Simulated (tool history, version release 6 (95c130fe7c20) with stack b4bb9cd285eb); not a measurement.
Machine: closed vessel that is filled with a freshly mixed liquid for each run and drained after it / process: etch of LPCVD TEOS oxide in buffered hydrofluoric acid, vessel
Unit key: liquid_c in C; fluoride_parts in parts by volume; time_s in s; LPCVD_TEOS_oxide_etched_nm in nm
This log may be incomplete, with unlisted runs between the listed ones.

run 1 hour=0.0 | liquid_c=25.0 fluoride_parts=9.5 time_s=105 | LPCVD_TEOS_oxide_etched_nm=313.91
run 2 hour=6.7 | liquid_c=22.5 fluoride_parts=9.5 time_s=105 | LPCVD_TEOS_oxide_etched_nm=274.18
run 3 hour=7.7 | liquid_c=21.0 fluoride_parts=9.5 time_s=105 | LPCVD_TEOS_oxide_etched_nm=254.72
run 4 hour=10.9 | liquid_c=19.5 fluoride_parts=9.5 time_s=105 | LPCVD_TEOS_oxide_etched_nm=232.82
run 5 hour=16.6 | liquid_c=21.0 fluoride_parts=9.0 time_s=105 | LPCVD_TEOS_oxide_etched_nm=260.67
run 6 hour=23.2 | liquid_c=21.0 fluoride_parts=7.5 time_s=105 | LPCVD_TEOS_oxide_etched_nm=319.89
run 7 hour=32.3 | liquid_c=21.0 fluoride_parts=7.5 time_s=105 | LPCVD_TEOS_oxide_etched_nm=316.70
run 8 hour=38.0 | liquid_c=21.0 fluoride_parts=7.5 time_s=105 | LPCVD_TEOS_oxide_etched_nm=321.24
run 9 hour=44.3 | liquid_c=22.0 fluoride_parts=7.5 time_s=105 | LPCVD_TEOS_oxide_etched_nm=335.53
run 10 hour=49.9 | liquid_c=26.0 fluoride_parts=5.0 time_s=110 | LPCVD_TEOS_oxide_etched_nm=627.78

What will run 11 give?
run 11 hour=56.1 | liquid_c=26.5 fluoride_parts=5.0 time_s=110 | LPCVD_TEOS_oxide_etched_nm=?

{"run 11": {"LPCVD_TEOS_oxide_etched_nm": 649.01}}
